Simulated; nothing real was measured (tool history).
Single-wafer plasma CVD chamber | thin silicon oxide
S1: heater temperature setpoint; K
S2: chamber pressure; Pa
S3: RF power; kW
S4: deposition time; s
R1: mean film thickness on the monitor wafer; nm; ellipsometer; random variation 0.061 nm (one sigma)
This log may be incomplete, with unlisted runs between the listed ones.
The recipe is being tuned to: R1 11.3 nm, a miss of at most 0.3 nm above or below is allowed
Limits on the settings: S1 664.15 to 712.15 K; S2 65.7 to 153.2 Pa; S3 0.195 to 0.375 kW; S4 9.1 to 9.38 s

run  hour      S1     S2     S3    S4      R1
  1     0  688.15  109.5  0.285   9.1  17.581
  2   4.4  698.15  109.5  0.285   9.1  17.435
  3   6.7  698.15  109.5  0.265   9.1  16.777
  4  14.1  698.15   96.5   0.26   9.1  15.145
  5    19  698.15   96.5   0.26  9.38  15.722
  6  24.3  698.15   87.7  0.245  9.31  14.004
  7  31.7  698.15   81.5   0.24  9.29  13.205
  8  40.3  698.15   76.9  0.235  9.27  12.216
  9  44.5  698.15   74.5  0.235  9.27  11.897
 10  45.5  698.15   73.1  0.235  9.27  11.878

Exactly one of the 4 candidate moves below puts every result within its allowed miss. Which one?
  A  46.5  698.15  76.8  0.235   9.2   ?
  B  46.5  700.15  68.1   0.25  9.21   ?
  C  46.5  694.15  70.7  0.205  9.18   ?
  D  46.5  695.15  80.7  0.205  9.38   ?

move      R1
   A   12.23
   B  11.359
   C  10.812
   D  12.314
A: the biggest miss grows against the last run
B: meets every target
C: carries the result that was furthest off beyond its target, to the other side
D: the biggest miss grows against the last run
The move that meets every target is B.
